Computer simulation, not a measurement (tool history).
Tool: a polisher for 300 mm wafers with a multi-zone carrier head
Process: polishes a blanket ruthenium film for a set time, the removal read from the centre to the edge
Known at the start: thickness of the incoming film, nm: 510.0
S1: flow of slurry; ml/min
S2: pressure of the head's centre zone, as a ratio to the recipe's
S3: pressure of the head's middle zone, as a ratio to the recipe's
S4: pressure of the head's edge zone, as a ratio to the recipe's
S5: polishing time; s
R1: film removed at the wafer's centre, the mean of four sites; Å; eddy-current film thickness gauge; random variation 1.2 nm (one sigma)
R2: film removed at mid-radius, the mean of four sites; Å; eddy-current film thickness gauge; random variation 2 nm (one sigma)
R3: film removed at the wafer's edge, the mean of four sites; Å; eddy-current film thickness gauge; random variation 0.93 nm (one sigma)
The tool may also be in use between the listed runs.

{"run": 1, "hour": 0.0, "S1": 265, "S2": 1, "S3": 1, "S4": 1, "S5": 76, "R1": 1056.2, "R2": 1018.8, "R3": 1020.7}
{"run": 2, "hour": 6.8, "S1": 265, "S2": 1.04, "S3": 1, "S4": 1, "S5": 76, "R1": 1101.8, "R2": 1037.8, "R3": 1031.6}
{"run": 3, "hour": 13.2, "S1": 265, "S2": 1.12, "S3": 1, "S4": 1, "S5": 76, "R1": 1167.1, "R2": 1020.6, "R3": 1032.9}
{"run": 4, "hour": 20.0, "S1": 275, "S2": 1.13, "S3": 1.02, "S4": 1.03, "S5": 79, "R1": 1239.8, "R2": 1091.3, "R3": 1078.1}
{"hour": 20.6, "done": "slurry nozzle cleaned"}
{"run": 5, "hour": 20.6, "S1": 275, "S2": 1.13, "S3": 1.02, "S4": 1.03, "S5": 92, "R1": 1505.8, "R2": 1303.1, "R3": 1296.3}
{"run": 6, "hour": 24.2, "S1": 275, "S2": 1.13, "S3": 0.96, "S4": 1.03, "S5": 92, "R1": 1500.6, "R2": 1260.6, "R3": 1292.2}
{"run": 7, "hour": 32.2, "S1": 285, "S2": 1.13, "S3": 0.97, "S4": 1.05, "S5": 92, "R1": 1508.7, "R2": 1260.8, "R3": 1300.1}
{"run": 8, "hour": 34.5, "S1": 285, "S2": 1.12, "S3": 0.98, "S4": 1.06, "S5": 93, "R1": 1500.8, "R2": 1297.6, "R3": 1331.7}

Run 9 comes next. What will it give?
{"run": 9, "hour": 39.7, "S1": 290, "S2": 1.12, "S3": 0.99, "S4": 1.07, "S5": 93, "R1": "?", "R2": "?", "R3": "?"}

{"run 9": {"R1": 1489.3, "R2": 1359.3, "R3": 1327.8}}

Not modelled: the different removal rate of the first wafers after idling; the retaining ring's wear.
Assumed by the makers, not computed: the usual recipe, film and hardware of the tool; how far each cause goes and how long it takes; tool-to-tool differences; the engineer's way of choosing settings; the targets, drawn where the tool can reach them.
